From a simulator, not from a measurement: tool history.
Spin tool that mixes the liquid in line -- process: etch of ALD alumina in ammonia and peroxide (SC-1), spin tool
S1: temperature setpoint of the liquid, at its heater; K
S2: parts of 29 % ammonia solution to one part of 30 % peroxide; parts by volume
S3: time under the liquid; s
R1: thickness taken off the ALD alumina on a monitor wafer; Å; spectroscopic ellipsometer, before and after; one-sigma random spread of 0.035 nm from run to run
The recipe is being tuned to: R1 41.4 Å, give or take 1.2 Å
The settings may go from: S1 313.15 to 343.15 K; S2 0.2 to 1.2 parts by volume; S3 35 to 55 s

{"run": 1, "hour": 0.0, "S1": 329.15, "S2": 0.7, "S3": 55, "R1": 32.586}
{"run": 2, "hour": 1.9, "S1": 329.15, "S2": 0.7, "S3": 55, "R1": 32.521}
{"run": 3, "hour": 3.7, "S1": 329.15, "S2": 0.7, "S3": 55, "R1": 32.563}
{"run": 4, "hour": 10.0, "S1": 322.15, "S2": 0.7, "S3": 55, "R1": 22.298}
{"run": 5, "hour": 11.7, "S1": 324.65, "S2": 0.7, "S3": 55, "R1": 25.57}
{"run": 6, "hour": 16.1, "S1": 324.65, "S2": 0.7, "S3": 55, "R1": 25.47}
{"run": 7, "hour": 19.2, "S1": 326.65, "S2": 0.7, "S3": 55, "R1": 28.308}
{"run": 8, "hour": 21.5, "S1": 334.65, "S2": 0.7, "S3": 55, "R1": 43.964}

Next run, 4 choices. One meets every target within its allowed miss, the rest don't. Which?
{"run": "A", "hour": 23.8, "S1": 334.65, "S2": 0.4, "S3": 55, "R1": "?"}
{"run": "B", "hour": 23.8, "S1": 336.15, "S2": 0.55, "S3": 55, "R1": "?"}
{"run": "C", "hour": 23.8, "S1": 336.15, "S2": 0.8, "S3": 55, "R1": "?"}
{"run": "D", "hour": 23.8, "S1": 336.15, "S2": 0.45, "S3": 55, "R1": "?"}

move=A R1=41.498
move=B R1=46.134
move=C R1=47.795
move=D R1=45.269
A: hits every target within its allowed miss
B: misses by more than the last run did
C: misses by more than the last run did
D: misses by more than the last run did
The move that meets every target is A.

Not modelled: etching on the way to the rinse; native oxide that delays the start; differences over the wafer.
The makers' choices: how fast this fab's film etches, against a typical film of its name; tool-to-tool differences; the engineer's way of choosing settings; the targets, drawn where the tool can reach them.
